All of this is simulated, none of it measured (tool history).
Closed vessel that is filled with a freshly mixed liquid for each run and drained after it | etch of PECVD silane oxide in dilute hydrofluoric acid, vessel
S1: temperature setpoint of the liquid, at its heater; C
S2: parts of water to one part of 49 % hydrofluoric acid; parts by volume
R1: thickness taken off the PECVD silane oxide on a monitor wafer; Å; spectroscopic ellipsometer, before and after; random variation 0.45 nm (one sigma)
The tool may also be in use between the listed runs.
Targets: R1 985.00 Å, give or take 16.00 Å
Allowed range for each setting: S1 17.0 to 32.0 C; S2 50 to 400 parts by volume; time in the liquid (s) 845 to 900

Run 1, hour 0.0: S1 24.0 C, S2 225 parts by volume, time in the liquid (s) 845. Result: R1 744.31 Å.
Run 2, hour 6.9: S1 22.5 C, S2 225 parts by volume, time in the liquid (s) 845. Result: R1 707.47 Å.
Run 3, hour 10.0: S1 22.5 C, S2 195 parts by volume, time in the liquid (s) 845. Result: R1 842.98 Å.
Run 4, hour 16.5: S1 19.0 C, S2 195 parts by volume, time in the liquid (s) 845. Result: R1 738.10 Å.
Run 5, hour 23.8: S1 19.0 C, S2 265 parts by volume, time in the liquid (s) 845. Result: R1 508.04 Å.
Run 6, hour 26.0: S1 17.0 C, S2 265 parts by volume, time in the liquid (s) 845. Result: R1 471.15 Å.
At hour 33.3: hydrofluoric acid flow meter replaced.
Run 7, hour 33.3: S1 21.0 C, S2 255 parts by volume, time in the liquid (s) 845. Result: R1 620.45 Å.
Run 8, hour 41.5: S1 23.5 C, S2 255 parts by volume, time in the liquid (s) 845. Result: R1 676.73 Å.
Run 9, hour 44.9: S1 25.5 C, S2 255 parts by volume, time in the liquid (s) 845. Result: R1 728.71 Å.
Run 10, hour 47.1: S1 27.0 C, S2 255 parts by volume, time in the liquid (s) 845. Result: R1 772.43 Å.
Run 11, hour 49.6: S1 28.5 C, S2 255 parts by volume, time in the liquid (s) 845. Result: R1 811.63 Å.
Run 12, hour 54.3: S1 29.5 C, S2 250 parts by volume, time in the liquid (s) 845. Result: R1 862.63 Å.
Run 13, hour 59.2: S1 30.0 C, S2 250 parts by volume, time in the liquid (s) 845. Result: R1 869.90 Å.
Run 14, hour 65.1: S1 30.5 C, S2 245 parts by volume, time in the liquid (s) 845. Result: R1 919.74 Å.
Run 15, hour 66.5: S1 31.0 C, S2 245 parts by volume, time in the liquid (s) 845. Result: R1 919.59 Å.
Run 16, hour 67.7: S1 32.0 C, S2 235 parts by volume, time in the liquid (s) 845. Result: R1 1019.00 Å.
Run 17, hour 73.7: S1 32.0 C, S2 235 parts by volume, time in the liquid (s) 845. Result: R1 1012.80 Å.

5 candidate next runs follow, results not yet known. Just one meets every target within its allowed miss. Identify it.
Run A, hour 79.7: S1 30.0 C, S2 230 parts by volume, time in the liquid (s) 890. Result: R1 ?.
Run B, hour 79.7: S1 32.0 C, S2 240 parts by volume, time in the liquid (s) 885. Result: R1 ?.
Run C, hour 79.7: S1 29.0 C, S2 230 parts by volume, time in the liquid (s) 890. Result: R1 ?.
Run D, hour 79.7: S1 31.5 C, S2 225 parts by volume, time in the liquid (s) 845. Result: R1 ?.
Run E, hour 79.7: S1 28.5 C, S2 215 parts by volume, time in the liquid (s) 870. Result: R1 ?.

move       R1
   A  1023.40
   B  1029.90
   C   989.16
   D  1050.80
   E  1034.60
A: moves away from the targets compared with the last run
B: moves away from the targets compared with the last run
C: each result inside its tolerance
D: moves away from the targets compared with the last run
E: moves away from the targets compared with the last run
C meets every target.
